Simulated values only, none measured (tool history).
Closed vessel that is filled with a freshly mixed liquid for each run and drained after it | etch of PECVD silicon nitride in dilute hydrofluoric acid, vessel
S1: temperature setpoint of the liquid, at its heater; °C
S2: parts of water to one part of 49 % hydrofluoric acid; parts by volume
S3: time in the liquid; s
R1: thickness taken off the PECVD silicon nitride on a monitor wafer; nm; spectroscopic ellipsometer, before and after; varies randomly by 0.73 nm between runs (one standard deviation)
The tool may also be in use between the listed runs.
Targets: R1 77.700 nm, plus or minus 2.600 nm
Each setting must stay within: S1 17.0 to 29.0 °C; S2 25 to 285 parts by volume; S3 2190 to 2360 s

Run 1, hour 0.0: S1 21.0 °C, S2 155 parts by volume, S3 2190 s. Result: R1 24.197 nm.
Run 2, hour 7.7: S1 22.0 °C, S2 145 parts by volume, S3 2190 s. Result: R1 27.846 nm.
Run 3, hour 11.4: S1 22.5 °C, S2 135 parts by volume, S3 2190 s. Result: R1 30.752 nm.
Run 4, hour 19.2: S1 23.0 °C, S2 125 parts by volume, S3 2190 s. Result: R1 34.994 nm.
Run 5, hour 27.2: S1 23.5 °C, S2 120 parts by volume, S3 2190 s. Result: R1 37.306 nm.
Run 6, hour 29.7: S1 24.0 °C, S2 115 parts by volume, S3 2190 s. Result: R1 39.476 nm.
Run 7, hour 33.6: S1 24.5 °C, S2 110 parts by volume, S3 2190 s. Result: R1 44.215 nm.
Run 8, hour 39.0: S1 25.0 °C, S2 105 parts by volume, S3 2190 s. Result: R1 46.031 nm.
Run 9, hour 47.7: S1 25.5 °C, S2 100 parts by volume, S3 2190 s. Result: R1 51.386 nm.
Run 10, hour 51.2: S1 26.0 °C, S2 100 parts by volume, S3 2190 s. Result: R1 52.104 nm.
Run 11, hour 55.9: S1 26.5 °C, S2 95 parts by volume, S3 2190 s. Result: R1 57.641 nm.
Run 12, hour 61.7: S1 27.0 °C, S2 95 parts by volume, S3 2190 s. Result: R1 58.399 nm.
At hour 68.2: hydrofluoric acid flow meter replaced.
Run 13, hour 68.2: S1 29.0 °C, S2 65 parts by volume, S3 2195 s. Result: R1 111.050 nm.
Run 14, hour 75.0: S1 28.5 °C, S2 65 parts by volume, S3 2195 s. Result: R1 105.250 nm.
Run 15, hour 80.9: S1 28.0 °C, S2 65 parts by volume, S3 2195 s. Result: R1 101.970 nm.
Run 16, hour 84.7: S1 27.5 °C, S2 65 parts by volume, S3 2195 s. Result: R1 99.048 nm.

Exactly one of the 5 candidate moves below puts every result within its allowed miss. Which one?
Run A, hour 88.5: S1 23.0 °C, S2 70 parts by volume, S3 2245 s. Result: R1 ?.
Run B, hour 88.5: S1 26.5 °C, S2 85 parts by volume, S3 2210 s. Result: R1 ?.
Run C, hour 88.5: S1 25.5 °C, S2 80 parts by volume, S3 2190 s. Result: R1 ?.
Run D, hour 88.5: S1 25.5 °C, S2 80 parts by volume, S3 2295 s. Result: R1 ?.
Run E, hour 88.5: S1 27.5 °C, S2 85 parts by volume, S3 2280 s. Result: R1 ?.

move      R1
   A  69.853
   B  71.576
   C  70.552
   D  73.935
   E  78.785
A: pushes the last run's worst result past its target
B: pushes the last run's worst result past its target
C: pushes the last run's worst result past its target
D: pushes the last run's worst result past its target
E: hits every target within its allowed miss
E is the move that brings every result within its allowed miss.

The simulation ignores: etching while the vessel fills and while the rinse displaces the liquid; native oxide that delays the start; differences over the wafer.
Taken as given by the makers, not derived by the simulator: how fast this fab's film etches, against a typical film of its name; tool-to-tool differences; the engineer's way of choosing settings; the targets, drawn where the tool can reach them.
